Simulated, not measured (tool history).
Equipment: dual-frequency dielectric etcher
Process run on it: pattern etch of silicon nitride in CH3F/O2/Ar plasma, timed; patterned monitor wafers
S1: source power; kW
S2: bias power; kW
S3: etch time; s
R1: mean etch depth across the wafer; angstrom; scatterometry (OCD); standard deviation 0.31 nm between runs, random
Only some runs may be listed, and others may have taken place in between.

run 1 hour=0 | S1=0.49 S2=0.068 S3=79.5 | R1=560.37
run 2 hour=5.7 | S1=0.51 S2=0.069 S3=79.5 | R1=577.85
run 3 hour=13.7 | S1=0.57 S2=0.069 S3=79.5 | R1=611.32
run 4 hour=15.7 | S1=0.57 S2=0.069 S3=79.5 | R1=603.49
run 5 hour=22.3 | S1=0.58 S2=0.07 S3=79.5 | R1=614.87
run 6 hour=25.6 | S1=0.59 S2=0.07 S3=79.5 | R1=618.9
run 7 hour=29.6 | S1=0.6 S2=0.07 S3=79.5 | R1=623.26

Run 8, settings as shown, results not yet in. Your forecast:
run 8 hour=32.2 | S1=0.61 S2=0.07 S3=79.5 | R1=?

{"run 8": {"R1": 625.44}}
